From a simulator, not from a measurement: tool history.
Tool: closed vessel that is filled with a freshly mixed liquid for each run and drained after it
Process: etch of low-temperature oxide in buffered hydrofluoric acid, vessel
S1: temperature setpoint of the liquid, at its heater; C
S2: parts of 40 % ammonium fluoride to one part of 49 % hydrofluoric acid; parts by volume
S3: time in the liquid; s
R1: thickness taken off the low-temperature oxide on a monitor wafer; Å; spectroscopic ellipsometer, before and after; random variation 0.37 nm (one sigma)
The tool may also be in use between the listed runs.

run  hour    S1    S2  S3      R1
  1     0    23  19.5  30  313.89
  2   9.1  24.5    17  30  391.53
  3  16.9    26  15.5  30   466.9
  4  18.5    27  14.5  30  521.93
  5  26.9    28    14  30  579.17
  6  33.9  30.5    14  30  655.03

The next listed run, before its measurement:
  7  38.4  30.5  13.5  30   ?

R1: 674.8 Å
